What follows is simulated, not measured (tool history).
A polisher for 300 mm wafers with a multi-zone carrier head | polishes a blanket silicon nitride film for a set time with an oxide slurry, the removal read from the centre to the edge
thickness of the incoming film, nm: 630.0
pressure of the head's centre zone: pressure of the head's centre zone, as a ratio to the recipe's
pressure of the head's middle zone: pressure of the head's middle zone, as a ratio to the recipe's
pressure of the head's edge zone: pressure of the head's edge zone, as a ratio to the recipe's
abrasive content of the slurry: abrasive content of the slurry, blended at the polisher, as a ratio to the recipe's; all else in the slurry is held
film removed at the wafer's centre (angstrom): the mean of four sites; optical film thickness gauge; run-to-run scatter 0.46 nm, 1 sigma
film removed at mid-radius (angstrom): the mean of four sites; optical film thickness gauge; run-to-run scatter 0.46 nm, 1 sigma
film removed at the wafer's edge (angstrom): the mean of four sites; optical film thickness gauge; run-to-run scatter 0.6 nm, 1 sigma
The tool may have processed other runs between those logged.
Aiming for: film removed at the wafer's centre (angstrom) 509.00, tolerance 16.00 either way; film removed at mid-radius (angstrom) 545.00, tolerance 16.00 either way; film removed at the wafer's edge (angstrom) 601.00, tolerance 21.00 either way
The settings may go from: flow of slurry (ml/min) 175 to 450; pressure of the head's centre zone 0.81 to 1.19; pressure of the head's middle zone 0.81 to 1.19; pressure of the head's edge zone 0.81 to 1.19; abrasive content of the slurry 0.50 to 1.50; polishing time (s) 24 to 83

run	hour	flow of slurry (ml/min)	pressure of the head's centre zone	pressure of the head's middle zone	pressure of the head's edge zone	abrasive content of the slurry	polishing time (s)	film removed at the wafer's centre (angstrom)	film removed at mid-radius (angstrom)	film removed at the wafer's edge (angstrom)
1	0.0	290	1.00	1.00	1.00	1.00	53	411.03	423.55	434.23
2	2.3	290	0.99	1.00	1.04	1.15	53	430.82	443.37	477.05
3	3.0	290	0.99	0.93	1.04	1.15	53	432.31	416.91	468.87
4	9.5	295	1.00	0.98	1.07	1.25	53	445.53	452.14	492.34
5	14.6	290	1.00	0.99	1.09	1.30	54	452.65	465.24	503.10
6	15.7	310	0.99	0.99	1.10	1.35	55	473.59	486.77	520.80
7	21.7	285	0.99	0.99	1.11	1.40	56	492.26	486.44	536.68
8	26.1	365	0.96	1.01	1.19	1.50	56	492.05	533.38	578.17

Pick the move, out of 4, that brings all results within their allowed miss; only one does.
A	30.5	350	0.97	0.93	1.19	1.50	57	?	?	?
B	30.5	350	1.07	0.99	1.14	1.50	54	?	?	?
C	30.5	305	0.94	1.00	1.14	1.50	59	?	?	?
D	30.5	415	1.09	0.97	1.12	1.50	55	?	?	?

move	film removed at the wafer's centre (angstrom)	film removed at mid-radius (angstrom)	film removed at the wafer's edge (angstrom)
A	510.91	496.71	602.50
B	534.53	494.51	558.97
C	505.20	537.96	604.51
D	563.03	502.25	570.87
A: brings the last run's worst result on target, with another outside its allowed miss
B: lands further from the targets than the last run did
C: each result inside its tolerance
D: lands further from the targets than the last run did
The move that meets every target is C.

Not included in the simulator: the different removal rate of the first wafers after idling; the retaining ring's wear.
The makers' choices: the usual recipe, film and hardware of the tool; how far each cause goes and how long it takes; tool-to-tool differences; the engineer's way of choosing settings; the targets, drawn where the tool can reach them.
